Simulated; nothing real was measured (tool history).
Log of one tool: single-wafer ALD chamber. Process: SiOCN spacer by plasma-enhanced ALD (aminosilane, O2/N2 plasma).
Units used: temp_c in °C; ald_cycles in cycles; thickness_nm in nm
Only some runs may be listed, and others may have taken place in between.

Run 1, hour 0.0: temp_c 425 °C, ald_cycles 75 cycles. Result: thickness_nm 3.6679 nm.
Run 2, hour 1.2: temp_c 434 °C, ald_cycles 75 cycles. Result: thickness_nm 3.5480 nm.
Run 3, hour 5.6: temp_c 424 °C, ald_cycles 75 cycles. Result: thickness_nm 3.6608 nm.
Run 4, hour 14.4: temp_c 424 °C, ald_cycles 70 cycles. Result: thickness_nm 3.4603 nm.
Run 5, hour 22.4: temp_c 424 °C, ald_cycles 66 cycles. Result: thickness_nm 3.2214 nm.
Run 6, hour 28.0: temp_c 424 °C, ald_cycles 58 cycles. Result: thickness_nm 2.8253 nm.
Run 7, hour 33.7: temp_c 420 °C, ald_cycles 59 cycles. Result: thickness_nm 2.9415 nm.

The next listed run, before its measurement:
Run 8, hour 39.0: temp_c 417 °C, ald_cycles 59 cycles. Result: thickness_nm ?.

Run 8 came out at thickness_nm 2.9483 nm.
